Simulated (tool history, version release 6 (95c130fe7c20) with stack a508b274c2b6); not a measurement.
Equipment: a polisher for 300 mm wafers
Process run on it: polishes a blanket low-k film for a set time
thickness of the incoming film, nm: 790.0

run  hour  flow of slurry (ml/min)  pressure of the wafer on the pad (psi)  speed of the pad under the wafer (m/s)  abrasive content of the slurry  polishing time (s)  film removed (Å)
  1     0                      145                                     1.8                                    1.12                               1                  33            165.35
  2   6.4                      145                                     1.8                                    0.98                               1                  33            145.06
  3  10.2                      145                                     1.5                                    0.98                               1                  33            125.52
  4  14.4                      175                                     1.5                                    0.98                               1                  33            127.85
  5  23.4                      190                                     1.5                                    0.98                               1                  33            126.94
  6    27                      190                                     1.5                                    0.98                               1                  29            112.87

Run 7 is up next; what results do you expect?
  7  27.7                      190                                     1.4                                    0.98                               1                  29                 ?

{"run 7": {"film removed (Å)": 106.53}}
